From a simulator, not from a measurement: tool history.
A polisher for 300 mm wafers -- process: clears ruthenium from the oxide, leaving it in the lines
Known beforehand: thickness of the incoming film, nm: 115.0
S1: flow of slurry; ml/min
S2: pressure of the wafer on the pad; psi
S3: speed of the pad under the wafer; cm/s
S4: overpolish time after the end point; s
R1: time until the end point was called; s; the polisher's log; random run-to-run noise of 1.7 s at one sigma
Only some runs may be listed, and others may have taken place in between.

run    day   S1   S2   S3  S4       R1
  1  0.000  305  2.7   92   5   93.619
  2  0.188  305  2.7   92   5   93.075
  3  0.317  305  2.7   92   3   93.301
  4  0.617  305  2.7  100   3   86.275
  5  0.800  305  2.4  100   3   94.716
  6  0.892  305  2.1  100   3  109.610
  7  0.975  305  2.0  100   3  114.250

Expected results for the next run?
  8  1.229  305  1.9  100   3   ?

Logged for run 8: R1 120.280 s.
